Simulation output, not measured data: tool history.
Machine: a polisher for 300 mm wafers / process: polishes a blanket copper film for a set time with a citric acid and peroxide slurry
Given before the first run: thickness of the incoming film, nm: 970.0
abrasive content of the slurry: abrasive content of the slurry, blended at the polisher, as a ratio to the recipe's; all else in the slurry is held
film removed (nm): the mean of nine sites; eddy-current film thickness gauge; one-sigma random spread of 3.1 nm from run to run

run  hour  flow of slurry (ml/min)  pressure of the wafer on the pad (psi)  speed of the pad under the wafer (m/s)  abrasive content of the slurry  polishing time (s)  film removed (nm)
  1   0.0                      300                                     3.7                                    0.84                             1.0                  71             133.92
  2   1.7                      345                                     3.7                                    0.84                             1.0                  71             134.82
  3   8.5                      345                                     3.7                                    0.84                             1.0                  74             139.85
  4  15.7                      345                                     4.3                                    0.86                             1.0                  74             166.53
  5  17.2                      345                                     4.3                                    0.86                             1.0                  71             159.02
  6  23.8                      345                                     4.7                                    0.88                             1.0                  71             177.22
  7  25.6                      345                                     5.0                                    0.90                             1.0                  71             194.03
  8  33.9                      345                                     5.2                                    0.92                             1.0                  71             205.59
  9  34.5                      345                                     5.4                                    0.94                             1.0                  71             213.61
 10  42.7                      345                                     5.5                                    0.96                             1.0                  71             230.23

Estimate the outcome of run 11 from the log above:
 11  43.6                      345                                     5.5                                    0.96                             1.0                  71                  ?

{"run 11": {"film removed (nm)": 223.44}}
